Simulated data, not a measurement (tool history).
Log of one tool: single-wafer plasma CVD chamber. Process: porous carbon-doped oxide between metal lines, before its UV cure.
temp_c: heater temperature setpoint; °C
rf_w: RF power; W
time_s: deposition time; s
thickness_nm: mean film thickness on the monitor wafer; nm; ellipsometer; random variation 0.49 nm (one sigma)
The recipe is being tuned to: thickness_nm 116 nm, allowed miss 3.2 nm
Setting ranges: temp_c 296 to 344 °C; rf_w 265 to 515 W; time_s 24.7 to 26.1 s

run 1 hour=0 | temp_c=320 rf_w=390 time_s=26.1 | thickness_nm=96.262
run 2 hour=5.2 | temp_c=316 rf_w=390 time_s=26.1 | thickness_nm=97.758
run 3 hour=7.2 | temp_c=316 rf_w=390 time_s=26.1 | thickness_nm=97.722
run 4 hour=9.5 | temp_c=314 rf_w=400 time_s=26.1 | thickness_nm=101.49
run 5 hour=17.6 | temp_c=312 rf_w=405 time_s=26.1 | thickness_nm=103.13
run 6 hour=26.6 | temp_c=312 rf_w=375 time_s=26.1 | thickness_nm=96.063
-- hour=35 RF generator calibrated
run 7 hour=35 | temp_c=310 rf_w=385 time_s=26.1 | thickness_nm=102.88
run 8 hour=40.6 | temp_c=308 rf_w=385 time_s=26.1 | thickness_nm=105.07

5 candidate next runs follow, results not yet known. Just one meets every target within its allowed miss. Identify it.
run A hour=46.2 | temp_c=299 rf_w=410 time_s=26.1 | thickness_nm=?
run B hour=46.2 | temp_c=296 rf_w=445 time_s=26.1 | thickness_nm=?
run C hour=46.2 | temp_c=307 rf_w=345 time_s=26.1 | thickness_nm=?
run D hour=46.2 | temp_c=296 rf_w=370 time_s=26.1 | thickness_nm=?
run E hour=46.2 | temp_c=306 rf_w=475 time_s=26.1 | thickness_nm=?

move=A thickness_nm=114.65
move=B thickness_nm=124.84
move=C thickness_nm=94.639
move=D thickness_nm=106.64
move=E thickness_nm=124.38
A: hits every target within its allowed miss
B: carries the result that was furthest off beyond its target, to the other side
C: the biggest miss grows against the last run
D: nearer the targets than the last run, but a result is still out of spec
E: carries the result that was furthest off beyond its target, to the other side
Go with A: it meets all targets.
